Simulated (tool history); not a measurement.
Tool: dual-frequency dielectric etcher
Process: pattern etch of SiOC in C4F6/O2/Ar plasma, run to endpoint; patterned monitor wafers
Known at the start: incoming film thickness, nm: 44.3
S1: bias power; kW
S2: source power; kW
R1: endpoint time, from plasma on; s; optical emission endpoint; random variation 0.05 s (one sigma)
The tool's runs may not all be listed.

{"run": 1, "hour": 0.0, "S1": 0.456, "S2": 0.42, "R1": 13.729}
{"run": 2, "hour": 2.3, "S1": 0.428, "S2": 0.42, "R1": 14.003}
{"run": 3, "hour": 10.5, "S1": 0.428, "S2": 0.37, "R1": 14.719}
{"run": 4, "hour": 14.0, "S1": 0.428, "S2": 0.33, "R1": 15.411}
{"run": 5, "hour": 16.6, "S1": 0.411, "S2": 0.33, "R1": 15.653}
{"run": 6, "hour": 23.6, "S1": 0.445, "S2": 0.33, "R1": 15.231}
{"run": 7, "hour": 32.3, "S1": 0.424, "S2": 0.33, "R1": 15.438}
{"run": 8, "hour": 34.7, "S1": 0.357, "S2": 0.32, "R1": 16.69}

The next listed run, before its measurement:
{"run": 9, "hour": 36.2, "S1": 0.365, "S2": 0.32, "R1": "?"}

R1: 16.565 s

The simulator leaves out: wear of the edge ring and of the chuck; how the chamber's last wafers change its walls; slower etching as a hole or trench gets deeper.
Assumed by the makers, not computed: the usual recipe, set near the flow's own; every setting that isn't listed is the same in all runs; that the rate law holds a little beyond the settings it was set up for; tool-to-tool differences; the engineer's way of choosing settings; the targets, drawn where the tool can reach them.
